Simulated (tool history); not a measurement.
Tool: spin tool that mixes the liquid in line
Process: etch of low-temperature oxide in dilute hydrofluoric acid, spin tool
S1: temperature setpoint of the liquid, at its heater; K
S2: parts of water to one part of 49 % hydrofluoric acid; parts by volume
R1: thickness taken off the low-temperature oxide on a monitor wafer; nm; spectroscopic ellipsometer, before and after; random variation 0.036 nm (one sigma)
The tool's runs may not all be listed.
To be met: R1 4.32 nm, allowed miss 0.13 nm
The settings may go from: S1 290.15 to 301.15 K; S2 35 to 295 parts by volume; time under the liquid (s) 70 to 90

Run 1, hour 0: S1 293.15 K, S2 165 parts by volume, time under the liquid (s) 90. Result: R1 7.2871 nm.
Run 2, hour 3: S1 292.65 K, S2 180 parts by volume, time under the liquid (s) 90. Result: R1 6.5551 nm.
Run 3, hour 9.2: S1 292.15 K, S2 190 parts by volume, time under the liquid (s) 90. Result: R1 6.0066 nm.
Run 4, hour 13.2: S1 295.15 K, S2 190 parts by volume, time under the liquid (s) 90. Result: R1 6.7782 nm.
Run 5, hour 16.6: S1 294.15 K, S2 200 parts by volume, time under the liquid (s) 90. Result: R1 6.0193 nm.
Run 6, hour 21.4: S1 294.15 K, S2 200 parts by volume, time under the liquid (s) 70. Result: R1 4.7071 nm.
Run 7, hour 27.1: S1 293.65 K, S2 200 parts by volume, time under the liquid (s) 70. Result: R1 4.5701 nm.
Run 8, hour 33.1: S1 293.15 K, S2 200 parts by volume, time under the liquid (s) 70. Result: R1 4.5412 nm.

4 next moves are on the table. One of them brings every result within its allowed miss. Which?
Run A, hour 39.1: S1 293.15 K, S2 205 parts by volume, time under the liquid (s) 75. Result: R1 ?.
Run B, hour 39.1: S1 292.65 K, S2 230 parts by volume, time under the liquid (s) 80. Result: R1 ?.
Run C, hour 39.1: S1 292.15 K, S2 185 parts by volume, time under the liquid (s) 70. Result: R1 ?.
Run D, hour 39.1: S1 296.15 K, S2 240 parts by volume, time under the liquid (s) 80. Result: R1 ?.

move      R1
   A  4.7287
   B   4.306
   C  4.7965
   D  4.6565
A: further off than the last run
B: meets every target
C: further off than the last run
D: further off than the last run
Answer: B
